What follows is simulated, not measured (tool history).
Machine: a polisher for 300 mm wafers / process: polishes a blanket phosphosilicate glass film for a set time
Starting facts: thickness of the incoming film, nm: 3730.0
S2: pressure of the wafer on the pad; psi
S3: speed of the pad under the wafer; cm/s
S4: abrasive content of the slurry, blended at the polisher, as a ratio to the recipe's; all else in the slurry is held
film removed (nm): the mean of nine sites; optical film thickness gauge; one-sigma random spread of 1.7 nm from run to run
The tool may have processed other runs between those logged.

{"run": 1, "hour": 0.0, "flow of slurry (ml/min)": 275, "S2": 2, "S3": 102, "S4": 1, "polishing time (s)": 33, "film removed (nm)": 196.7}
{"run": 2, "hour": 2.9, "flow of slurry (ml/min)": 275, "S2": 2, "S3": 102, "S4": 0.9, "polishing time (s)": 33, "film removed (nm)": 188.84}
{"run": 3, "hour": 7.0, "flow of slurry (ml/min)": 275, "S2": 2.4, "S3": 102, "S4": 0.9, "polishing time (s)": 33, "film removed (nm)": 225.63}
{"run": 4, "hour": 10.7, "flow of slurry (ml/min)": 275, "S2": 2.4, "S3": 102, "S4": 0.9, "polishing time (s)": 33, "film removed (nm)": 222.85}
{"run": 5, "hour": 11.9, "flow of slurry (ml/min)": 275, "S2": 2.4, "S3": 120, "S4": 0.9, "polishing time (s)": 33, "film removed (nm)": 254.09}
{"run": 6, "hour": 20.3, "flow of slurry (ml/min)": 275, "S2": 2.2, "S3": 118, "S4": 0.9, "polishing time (s)": 33, "film removed (nm)": 234.24}
{"run": 7, "hour": 22.7, "flow of slurry (ml/min)": 275, "S2": 2, "S3": 118, "S4": 0.9, "polishing time (s)": 33, "film removed (nm)": 207.25}
{"run": 8, "hour": 28.5, "flow of slurry (ml/min)": 275, "S2": 1.9, "S3": 118, "S4": 0.9, "polishing time (s)": 33, "film removed (nm)": 201.05}

The next listed run, before its measurement:
{"run": 9, "hour": 34.1, "flow of slurry (ml/min)": 275, "S2": 1.8, "S3": 118, "S4": 0.9, "polishing time (s)": 33, "film removed (nm)": "?"}

{"run 9": {"film removed (nm)": 185.44}}
